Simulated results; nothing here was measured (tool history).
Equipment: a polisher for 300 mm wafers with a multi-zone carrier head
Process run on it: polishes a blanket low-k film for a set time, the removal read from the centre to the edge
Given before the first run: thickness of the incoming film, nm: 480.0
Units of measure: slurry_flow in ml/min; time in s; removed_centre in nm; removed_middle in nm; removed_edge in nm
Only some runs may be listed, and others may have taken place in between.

run,hour,slurry_flow,centre_zone,middle_zone,edge_zone,slurry_solids,time,removed_centre,removed_middle,removed_edge
1,0,230,1,1,1,1,76,20.455,20.203,20.44
2,5.5,240,1.02,1.01,1.04,1.05,76,21.742,21.252,21.176
3,10.7,245,1.02,1,1.07,1.1,76,22.17,21.605,22.074
4,15,195,1.02,1,1.07,1.1,76,21.072,20.6,21.589
5,16.8,195,1.02,1,1.07,1.1,57,15.617,15.691,16.264
6,20.5,205,1.03,1,1.09,1.2,60,17.853,17.014,17.904
7,24.7,210,1.03,1.01,1.11,1.25,62,18.965,18.326,18.883
8,25.2,215,1.02,1,1.13,1.3,64,19.728,18.541,20.38

For run 9, what comes out?
9,26.5,230,1.02,1.01,1.14,1.35,65,?,?,?

Run 9 gave removed_centre 20.421 nm, removed_middle 19.795 nm, removed_edge 20.91 nm.

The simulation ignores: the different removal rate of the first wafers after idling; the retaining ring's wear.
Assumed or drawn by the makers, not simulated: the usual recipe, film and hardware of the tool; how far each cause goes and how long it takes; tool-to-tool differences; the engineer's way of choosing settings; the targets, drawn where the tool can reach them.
